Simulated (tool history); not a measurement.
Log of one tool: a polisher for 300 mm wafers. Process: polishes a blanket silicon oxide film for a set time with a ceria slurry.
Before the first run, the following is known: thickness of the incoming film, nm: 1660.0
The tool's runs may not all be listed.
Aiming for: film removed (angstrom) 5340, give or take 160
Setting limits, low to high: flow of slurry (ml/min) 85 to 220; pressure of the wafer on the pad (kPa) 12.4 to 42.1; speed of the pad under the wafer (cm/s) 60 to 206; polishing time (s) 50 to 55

run  hour  flow of slurry (ml/min)  pressure of the wafer on the pad (kPa)  speed of the pad under the wafer (cm/s)  polishing time (s)  film removed (angstrom)
  1     0                      140                                    26.9                                      132                  55                   3886.6
  2   1.5                      150                                      29                                      132                  55                   4220.5
  3  10.2                      150                                    33.8                                      132                  55                   4956.3
  4  17.5                      130                                    33.8                                      132                  55                   4794.2
  5  26.4                      130                                    33.8                                      100                  55                   3921.9
  6  31.3                      140                                    35.9                                      100                  55                   4303.1
  7  34.7                      155                                    37.2                                      100                  55                   4478.1
  8  35.7                      155                                    42.1                                      102                  55                   5166.8

Below are 4 possible settings for the next run. Only one of them brings all results inside the allowed miss of their targets. Which is it?
  A  36.7                      140                                    41.4                                      104                  51                        ?
  B  36.7                      185                                      31                                      138                  55                        ?
  C  36.7                      200                                    37.9                                      138                  50                        ?
  D  36.7                      155                                      40                                      106                  54                        ?

move  film removed (angstrom)
   A                   4719.9
   B                   4900.4
   C                   5476.5
   D                   4982.8
A: misses by more than the last run did
B: misses by more than the last run did
C: in spec on every target
D: misses by more than the last run did
The right move is C.
